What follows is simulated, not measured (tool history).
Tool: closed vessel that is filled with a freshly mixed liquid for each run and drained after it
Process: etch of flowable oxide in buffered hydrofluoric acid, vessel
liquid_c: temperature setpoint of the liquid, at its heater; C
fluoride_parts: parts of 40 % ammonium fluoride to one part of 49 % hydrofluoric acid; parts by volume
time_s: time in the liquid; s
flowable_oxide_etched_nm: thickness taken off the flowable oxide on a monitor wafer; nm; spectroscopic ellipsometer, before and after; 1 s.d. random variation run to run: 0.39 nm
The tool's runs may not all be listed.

run  hour  liquid_c  fluoride_parts  time_s  flowable_oxide_etched_nm
  1   0.0      22.0            21.5      95                   104.880
  2   7.6      22.0            26.5      95                    90.592
  3  14.2      22.0            26.5     100                    95.084
  4  16.2      18.5            26.5     100                    78.516
  5  17.2      20.5            26.5     100                    87.667
  6  19.6      23.0            26.5     100                   100.850

Run 7 has not been measured yet. What should we expect?
  7  25.2      24.0            26.5     100                         ?

flowable_oxide_etched_nm: 106.740 nm
